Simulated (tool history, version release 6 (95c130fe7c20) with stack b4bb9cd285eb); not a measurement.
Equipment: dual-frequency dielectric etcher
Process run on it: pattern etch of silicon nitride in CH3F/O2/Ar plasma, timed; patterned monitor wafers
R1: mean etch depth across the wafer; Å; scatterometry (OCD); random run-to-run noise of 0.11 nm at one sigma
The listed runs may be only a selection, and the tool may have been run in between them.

{"run": 1, "hour": 0.0, "source power (W)": 450, "bias power (W)": 59, "etch time (s)": 37.5, "R1": 259.51}
{"run": 2, "hour": 3.3, "source power (W)": 450, "bias power (W)": 69, "etch time (s)": 37.5, "R1": 267.44}
{"run": 3, "hour": 9.9, "source power (W)": 390, "bias power (W)": 57, "etch time (s)": 37.5, "R1": 235.62}
{"run": 4, "hour": 14.4, "source power (W)": 350, "bias power (W)": 56, "etch time (s)": 37.5, "R1": 218.64}
{"run": 5, "hour": 16.9, "source power (W)": 350, "bias power (W)": 63, "etch time (s)": 37.5, "R1": 221.52}
{"run": 6, "hour": 24.6, "source power (W)": 420, "bias power (W)": 63, "etch time (s)": 37.5, "R1": 252}
{"run": 7, "hour": 31.4, "source power (W)": 380, "bias power (W)": 62, "etch time (s)": 37.5, "R1": 236.69}
{"run": 8, "hour": 38.1, "source power (W)": 350, "bias power (W)": 61, "etch time (s)": 37.5, "R1": 220.73}

Expected results for the next run?
{"run": 9, "hour": 43.3, "source power (W)": 330, "bias power (W)": 61, "etch time (s)": 37.5, "R1": "?"}

{"run 9": {"R1": 209.37}}
